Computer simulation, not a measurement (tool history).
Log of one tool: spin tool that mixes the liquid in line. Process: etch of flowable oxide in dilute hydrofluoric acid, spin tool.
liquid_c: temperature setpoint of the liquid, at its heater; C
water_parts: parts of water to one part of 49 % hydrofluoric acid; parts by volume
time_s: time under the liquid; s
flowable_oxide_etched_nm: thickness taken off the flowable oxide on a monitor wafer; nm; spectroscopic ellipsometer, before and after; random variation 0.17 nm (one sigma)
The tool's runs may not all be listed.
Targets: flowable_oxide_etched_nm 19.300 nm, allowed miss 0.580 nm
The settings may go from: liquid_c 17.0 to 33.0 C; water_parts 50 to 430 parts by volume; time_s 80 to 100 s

run  hour  liquid_c  water_parts  time_s  flowable_oxide_etched_nm
  1   0.0      25.0          240     100                    11.264
  2   0.8      27.0          225     100                    13.073
  3   7.0      27.0          275     100                    10.071
  4  10.3      28.5          250     100                    11.991
  5  14.6      28.5          250      80                     9.369
     15.6  -- hydrofluoric acid flow meter replaced
  6  15.6      28.5          210      80                    13.017
  7  20.3      29.5          195      80                    14.951
  8  21.3      33.0          170      80                    19.982

Which of these 4 next moves meets every target?
  A  22.3      31.0          165      80                         ?
  B  22.3      30.5          150      80                         ?
  C  22.3      32.0          175      90                         ?
  D  22.3      33.0          165      80                         ?

move  flowable_oxide_etched_nm
   A                    19.364
   B                    21.345
   C                    20.989
   D                    20.759
A: meets every target
B: further off than the last run
C: further off than the last run
D: further off than the last run
Answer: A

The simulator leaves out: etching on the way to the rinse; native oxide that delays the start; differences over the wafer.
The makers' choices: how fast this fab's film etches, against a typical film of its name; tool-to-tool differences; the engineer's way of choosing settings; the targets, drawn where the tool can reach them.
